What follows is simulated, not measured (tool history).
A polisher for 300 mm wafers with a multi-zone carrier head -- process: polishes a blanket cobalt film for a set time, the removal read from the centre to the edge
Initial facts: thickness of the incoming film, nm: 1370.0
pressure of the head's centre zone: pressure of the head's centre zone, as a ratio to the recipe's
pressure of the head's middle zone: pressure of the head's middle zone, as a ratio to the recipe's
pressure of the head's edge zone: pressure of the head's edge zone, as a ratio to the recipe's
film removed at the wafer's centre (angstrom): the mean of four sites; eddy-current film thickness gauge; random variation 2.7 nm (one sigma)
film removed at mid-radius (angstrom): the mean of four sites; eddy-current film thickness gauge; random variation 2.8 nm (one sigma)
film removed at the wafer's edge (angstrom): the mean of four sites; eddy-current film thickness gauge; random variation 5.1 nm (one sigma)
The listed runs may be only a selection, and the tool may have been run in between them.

run    day  flow of slurry (ml/min)  pressure of the head's centre zone  pressure of the head's middle zone  pressure of the head's edge zone  polishing time (s)  film removed at the wafer's centre (angstrom)  film removed at mid-radius (angstrom)  film removed at the wafer's edge (angstrom)
  1      0                      240                                   1                                   1                                 1                  55                                         2903.9                                 2923.5                                       2850.6
  2  0.038                      290                                   1                                   1                                 1                  55                                         2926.4                                 2947.3                                         2951
  3  0.225                      290                                   1                                   1                                 1                  68                                         3675.4                                 3710.1                                       3655.4
  4  0.317                      290                                   1                                   1                              0.95                  68                                         3709.6                                 3707.2                                       3510.1
  5  0.579                      345                                   1                                   1                              0.95                  68                                         3739.1                                 3727.3                                       3478.5
  6  0.608                      345                                0.97                                   1                              0.95                  68                                         3617.5                                 3718.7                                       3569.3
  7  0.808                      345                                0.98                                0.99                              0.97                  68                                         3702.4                                 3755.3                                       3562.3
  8  0.954                      335                                0.98                                0.97                                 1                  68                                         3634.8                                   3614                                       3634.4
  9  1.229                      335                                0.99                                0.97                              1.02                  68                                         3647.8                                   3678                                       3642.6
 10  1.454                      330                                   1                                0.95                              1.04                  69                                         3774.6                                 3588.2                                       3818.2
 11  1.621                      330                                1.01                                0.95                              1.05                  69                                         3810.4                                 3636.3                                       3770.7

Expected results for the next run?
 12  1.871                      325                                1.01                                0.94                              1.06                  69                                              ?                                      ?                                            ?

Run 12 yielded film removed at the wafer's centre (angstrom) 3858.3, film removed at mid-radius (angstrom) 3611.2, film removed at the wafer's edge (angstrom) 3826.

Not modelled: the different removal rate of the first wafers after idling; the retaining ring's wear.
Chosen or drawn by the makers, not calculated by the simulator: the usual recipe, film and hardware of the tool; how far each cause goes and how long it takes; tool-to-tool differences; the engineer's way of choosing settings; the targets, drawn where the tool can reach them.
